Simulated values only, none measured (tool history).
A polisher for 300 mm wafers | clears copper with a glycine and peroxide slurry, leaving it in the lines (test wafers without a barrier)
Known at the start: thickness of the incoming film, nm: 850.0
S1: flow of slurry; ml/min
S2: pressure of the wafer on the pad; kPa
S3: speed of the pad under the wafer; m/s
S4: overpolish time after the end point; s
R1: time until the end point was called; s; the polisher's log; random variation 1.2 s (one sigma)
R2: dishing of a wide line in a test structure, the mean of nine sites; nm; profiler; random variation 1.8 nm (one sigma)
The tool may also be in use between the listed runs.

run  hour   S1    S2    S3  S4       R1      R2
  1   0.0  300  22.8  1.14   9  101.210  46.604
  2   2.1  300  24.8  1.14  10   96.159  55.342
  3   6.2  265  24.8  1.14  10  100.400  53.273
  4  12.4  280  26.9  1.14  11   89.485  65.019
  5  16.0  290  28.3  1.14  11   85.419  66.189
  6  18.6  290  28.3  0.98  11   95.342  62.878

Forecast run 7:
  7  23.9  290  35.2  1.02  13   ?   ?

Run 7 gave R1 78.941 s, R2 85.549 nm.

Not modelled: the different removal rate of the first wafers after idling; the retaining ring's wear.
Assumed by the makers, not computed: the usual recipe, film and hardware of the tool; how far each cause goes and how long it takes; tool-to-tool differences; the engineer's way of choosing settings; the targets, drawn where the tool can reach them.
